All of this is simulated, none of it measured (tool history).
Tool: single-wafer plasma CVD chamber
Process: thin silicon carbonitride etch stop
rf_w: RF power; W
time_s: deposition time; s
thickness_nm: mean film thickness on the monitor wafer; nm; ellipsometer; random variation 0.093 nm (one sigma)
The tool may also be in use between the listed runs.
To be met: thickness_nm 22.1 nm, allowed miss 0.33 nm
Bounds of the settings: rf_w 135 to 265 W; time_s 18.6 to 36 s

Run 1, day 0: rf_w 200 W, time_s 27.3 s. Result: thickness_nm 18.583 nm.
Run 2, day 0.062: rf_w 210 W, time_s 27.7 s. Result: thickness_nm 19.211 nm.
Run 3, day 0.321: rf_w 215 W, time_s 28 s. Result: thickness_nm 19.505 nm.
Run 4, day 0.496: rf_w 205 W, time_s 28 s. Result: thickness_nm 19.239 nm.
Run 5, day 0.821: rf_w 205 W, time_s 31.3 s. Result: thickness_nm 21.423 nm.
Run 6, day 1.067: rf_w 205 W, time_s 28.8 s. Result: thickness_nm 19.707 nm.
Run 7, day 1.2: rf_w 215 W, time_s 29 s. Result: thickness_nm 20.024 nm.
Run 8, day 1.242: rf_w 220 W, time_s 29.3 s. Result: thickness_nm 20.473 nm.
Run 9, day 1.308: rf_w 225 W, time_s 29.4 s. Result: thickness_nm 20.58 nm.
Run 10, day 1.596: rf_w 230 W, time_s 29.6 s. Result: thickness_nm 20.823 nm.

Which of these 5 next moves meets every target?
Run A, day 1.883: rf_w 220 W, time_s 31.7 s. Result: thickness_nm ?.
Run B, day 1.883: rf_w 220 W, time_s 29.5 s. Result: thickness_nm ?.
Run C, day 1.883: rf_w 255 W, time_s 31.8 s. Result: thickness_nm ?.
Run D, day 1.883: rf_w 230 W, time_s 32.3 s. Result: thickness_nm ?.
Run E, day 1.883: rf_w 200 W, time_s 28.1 s. Result: thickness_nm ?.

move  thickness_nm
   A        22.192
   B        20.652
   C        23.093
   D        22.861
   E        19.222
A: meets every target
B: further off than the last run
C: takes the result that was furthest off past its target
D: takes the result that was furthest off past its target
E: further off than the last run
Move A is the one to make.
